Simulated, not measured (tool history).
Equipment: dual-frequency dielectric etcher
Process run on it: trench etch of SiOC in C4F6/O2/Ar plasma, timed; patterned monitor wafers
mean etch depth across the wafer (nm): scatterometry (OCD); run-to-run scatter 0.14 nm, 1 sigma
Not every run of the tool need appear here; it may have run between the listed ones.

run,hour,source power (kW),bias power (kW),etch time (s),mean etch depth across the wafer (nm)
1,0.0,0.460,0.162,19.5,40.661
2,5.1,0.390,0.162,19.5,37.499
3,8.8,0.390,0.162,20.5,39.373
4,14.8,0.340,0.162,20.5,36.649
5,19.9,0.390,0.165,20.5,39.628
6,26.3,0.390,0.146,20.5,38.140
7,32.9,0.440,0.149,20.5,40.606
8,34.5,0.470,0.151,20.5,42.582
9,40.3,0.490,0.152,20.5,43.241
10,41.6,0.510,0.153,20.5,44.294

Forecast run 11:
11,46.0,0.520,0.154,20.5,?

Run 11 yielded mean etch depth across the wafer (nm) 44.743.
